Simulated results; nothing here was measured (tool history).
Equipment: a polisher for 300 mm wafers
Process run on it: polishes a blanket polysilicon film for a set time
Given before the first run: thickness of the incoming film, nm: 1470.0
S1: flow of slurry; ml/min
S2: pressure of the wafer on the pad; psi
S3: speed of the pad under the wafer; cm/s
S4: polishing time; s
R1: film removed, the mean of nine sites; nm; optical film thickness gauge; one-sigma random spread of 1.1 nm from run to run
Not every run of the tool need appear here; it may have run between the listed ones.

| run | day | S1 | S2 | S3 | S4 | R1 |
|---|---|---|---|---|---|---|
| 1 | 0.000 | 180 | 1.9 | 108 | 38 | 215.47 |
| 2 | 0.138 | 215 | 1.9 | 108 | 38 | 223.04 |
| 3 | 0.238 | 215 | 1.9 | 86 | 38 | 183.47 |
| 4 | 0.550 | 215 | 2.3 | 86 | 38 | 218.91 |
| 5 | 0.912 | 215 | 2.3 | 112 | 38 | 277.23 |
| 6 | 1.133 | 215 | 2.3 | 136 | 38 | 338.59 |
| 7 | 1.346 | 215 | 2.3 | 136 | 38 | 328.24 |

Forecast run 8:
| 8 | 1.675 | 205 | 1.7 | 106 | 36 | ? |

Logged for run 8: R1 191.20 nm.
